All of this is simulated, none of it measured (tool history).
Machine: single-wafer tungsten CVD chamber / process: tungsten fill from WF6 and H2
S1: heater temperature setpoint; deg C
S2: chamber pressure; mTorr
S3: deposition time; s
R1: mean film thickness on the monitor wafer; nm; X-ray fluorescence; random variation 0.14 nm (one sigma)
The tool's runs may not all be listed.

| run | day | S1 | S2 | S3 | R1 |
|---|---|---|---|---|---|
| 1 | 0.000 | 380 | 52500 | 23.9 | 61.301 |
| 2 | 0.129 | 373 | 52500 | 23.9 | 52.535 |
| 3 | 0.412 | 373 | 47600 | 23.9 | 50.241 |
| 4 | 0.488 | 368 | 46800 | 23.9 | 43.977 |
| 5 | 0.521 | 365 | 46700 | 23.9 | 40.814 |
| 6 | 0.796 | 365 | 46700 | 24.7 | 41.852 |

Expected results for the next run?
| 7 | 0.871 | 363 | 46700 | 24.7 | ? |

{"run 7": {"R1": 40.032}}

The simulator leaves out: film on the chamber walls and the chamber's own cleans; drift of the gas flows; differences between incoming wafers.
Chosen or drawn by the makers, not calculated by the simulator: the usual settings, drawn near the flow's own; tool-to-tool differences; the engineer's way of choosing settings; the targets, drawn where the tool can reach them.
